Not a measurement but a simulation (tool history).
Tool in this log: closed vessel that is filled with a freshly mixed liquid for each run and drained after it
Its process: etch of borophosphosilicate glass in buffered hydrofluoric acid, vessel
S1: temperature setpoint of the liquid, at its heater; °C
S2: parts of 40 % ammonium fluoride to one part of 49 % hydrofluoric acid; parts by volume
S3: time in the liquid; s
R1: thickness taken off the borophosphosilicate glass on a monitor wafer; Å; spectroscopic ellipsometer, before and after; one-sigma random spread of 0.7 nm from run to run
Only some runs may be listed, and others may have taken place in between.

run  hour    S1    S2   S3      R1
  1   0.0  20.0  13.0  105  1450.6
  2   3.8  20.5  13.0  105  1510.2
  3   5.9  20.5  11.0  105  1763.3
  4  12.6  20.5  13.5  105  1445.3
  5  19.9  23.5  13.5  105  1700.5
  6  27.0  21.5  13.5  105  1530.6
  7  33.6  22.0  13.5  105  1576.1
  8  39.5  22.5  13.5  105  1609.5

What will run 9 give?
  9  46.0  24.0  13.5  105   ?

R1: 1744.8 Å
